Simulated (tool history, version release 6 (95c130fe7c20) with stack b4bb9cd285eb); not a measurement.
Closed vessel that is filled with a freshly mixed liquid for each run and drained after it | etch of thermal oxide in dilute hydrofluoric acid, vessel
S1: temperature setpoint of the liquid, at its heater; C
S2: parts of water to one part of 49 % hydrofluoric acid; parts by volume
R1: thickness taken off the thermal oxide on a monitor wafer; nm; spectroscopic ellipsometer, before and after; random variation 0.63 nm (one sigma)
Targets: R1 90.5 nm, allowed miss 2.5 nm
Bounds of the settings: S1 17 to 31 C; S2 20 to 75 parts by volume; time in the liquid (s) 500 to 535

{"run": 1, "hour": 0.0, "S1": 23, "S2": 45, "time in the liquid (s)": 500, "R1": 48.96}
{"run": 2, "hour": 9.3, "S1": 23, "S2": 45, "time in the liquid (s)": 535, "R1": 53.14}
{"run": 3, "hour": 18.6, "S1": 25, "S2": 40, "time in the liquid (s)": 535, "R1": 64.412}
{"run": 4, "hour": 27.8, "S1": 26.5, "S2": 40, "time in the liquid (s)": 535, "R1": 69.768}
{"run": 5, "hour": 32.0, "S1": 27.5, "S2": 40, "time in the liquid (s)": 535, "R1": 72.215}
{"run": 6, "hour": 34.6, "S1": 27.5, "S2": 40, "time in the liquid (s)": 535, "R1": 72.317}
{"run": 7, "hour": 40.7, "S1": 28.5, "S2": 40, "time in the liquid (s)": 535, "R1": 75.361}
{"run": 8, "hour": 43.0, "S1": 29, "S2": 40, "time in the liquid (s)": 535, "R1": 76.708}
{"run": 9, "hour": 45.0, "S1": 29.5, "S2": 40, "time in the liquid (s)": 535, "R1": 77.878}
{"run": 10, "hour": 46.8, "S1": 30, "S2": 40, "time in the liquid (s)": 535, "R1": 79.943}
{"run": 11, "hour": 54.0, "S1": 30.5, "S2": 40, "time in the liquid (s)": 535, "R1": 82.243}
{"run": 12, "hour": 58.5, "S1": 31, "S2": 40, "time in the liquid (s)": 535, "R1": 82.636}
{"run": 13, "hour": 61.7, "S1": 31, "S2": 35, "time in the liquid (s)": 535, "R1": 94.933}
{"run": 14, "hour": 67.1, "S1": 30.5, "S2": 35, "time in the liquid (s)": 535, "R1": 93.757}
{"run": 15, "hour": 74.5, "S1": 30.5, "S2": 35, "time in the liquid (s)": 535, "R1": 94.144}
{"hour": 79.6, "done": "hydrofluoric acid flow meter replaced"}
{"run": 16, "hour": 79.6, "S1": 29.5, "S2": 35, "time in the liquid (s)": 535, "R1": 98.965}
{"run": 17, "hour": 80.6, "S1": 29, "S2": 35, "time in the liquid (s)": 535, "R1": 97.222}

Which of these 4 next moves meets every target?
{"run": "A", "hour": 81.6, "S1": 28.5, "S2": 35, "time in the liquid (s)": 515, "R1": "?"}
{"run": "B", "hour": 81.6, "S1": 31, "S2": 35, "time in the liquid (s)": 500, "R1": "?"}
{"run": "C", "hour": 81.6, "S1": 30.5, "S2": 35, "time in the liquid (s)": 500, "R1": "?"}
{"run": "D", "hour": 81.6, "S1": 28.5, "S2": 35, "time in the liquid (s)": 535, "R1": "?"}

move=A R1=91.402
move=B R1=98.047
move=C R1=96.125
move=D R1=94.951
A: meets every target
B: further off than the last run
C: nearer than the last run, and not there yet
D: nearer than the last run, and not there yet
Move A is the one to make.

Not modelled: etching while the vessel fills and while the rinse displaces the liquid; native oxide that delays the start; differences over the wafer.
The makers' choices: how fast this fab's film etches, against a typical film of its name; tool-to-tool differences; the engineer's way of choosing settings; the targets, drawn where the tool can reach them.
